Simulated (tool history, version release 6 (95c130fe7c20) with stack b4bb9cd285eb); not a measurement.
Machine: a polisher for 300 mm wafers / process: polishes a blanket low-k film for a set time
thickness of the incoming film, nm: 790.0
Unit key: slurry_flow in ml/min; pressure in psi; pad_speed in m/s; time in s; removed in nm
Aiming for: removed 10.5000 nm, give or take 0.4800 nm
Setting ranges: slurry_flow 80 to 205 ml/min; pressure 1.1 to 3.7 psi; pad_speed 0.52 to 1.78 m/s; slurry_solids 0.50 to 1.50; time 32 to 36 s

run 1 hour=0.0 | slurry_flow=135 pressure=2.4 pad_speed=1.14 slurry_solids=1.00 time=36 | removed=19.6820
run 2 hour=4.3 | slurry_flow=135 pressure=2.4 pad_speed=1.14 slurry_solids=1.15 time=36 | removed=20.9650
run 3 hour=7.1 | slurry_flow=115 pressure=2.4 pad_speed=1.14 slurry_solids=1.15 time=36 | removed=20.2950
run 4 hour=14.3 | slurry_flow=115 pressure=2.0 pad_speed=1.10 slurry_solids=1.15 time=36 | removed=16.1570
run 5 hour=22.6 | slurry_flow=115 pressure=2.0 pad_speed=1.28 slurry_solids=1.15 time=36 | removed=18.2610
run 6 hour=31.4 | slurry_flow=115 pressure=1.7 pad_speed=1.24 slurry_solids=1.15 time=36 | removed=15.0480
run 7 hour=32.7 | slurry_flow=115 pressure=1.5 pad_speed=1.22 slurry_solids=1.15 time=36 | removed=13.5220
run 8 hour=34.5 | slurry_flow=115 pressure=1.4 pad_speed=1.20 slurry_solids=1.15 time=36 | removed=12.6850
run 9 hour=35.6 | slurry_flow=110 pressure=1.1 pad_speed=1.12 slurry_solids=1.15 time=36 | removed=9.1788
run 10 hour=39.6 | slurry_flow=115 pressure=1.1 pad_speed=1.12 slurry_solids=1.15 time=36 | removed=9.1699

Consider the 5 candidate settings below. Which is the only one whose results all fall within their allowed miss of target?
run A hour=43.6 | slurry_flow=135 pressure=1.3 pad_speed=1.18 slurry_solids=1.10 time=36 | removed=?
run B hour=43.6 | slurry_flow=110 pressure=1.4 pad_speed=1.16 slurry_solids=1.20 time=36 | removed=?
run C hour=43.6 | slurry_flow=110 pressure=1.6 pad_speed=0.98 slurry_solids=1.15 time=36 | removed=?
run D hour=43.6 | slurry_flow=130 pressure=1.3 pad_speed=0.74 slurry_solids=1.45 time=33 | removed=?
run E hour=43.6 | slurry_flow=100 pressure=1.2 pad_speed=1.18 slurry_solids=1.30 time=36 | removed=?

move=A removed=11.6000
move=B removed=12.0940
move=C removed=11.8110
move=D removed=8.0312
move=E removed=10.6290
A: takes the result that was furthest off past its target
B: takes the result that was furthest off past its target
C: takes the result that was furthest off past its target
D: lands further from the targets than the last run did
E: every result within its allowed miss
Go with E: it meets all targets.
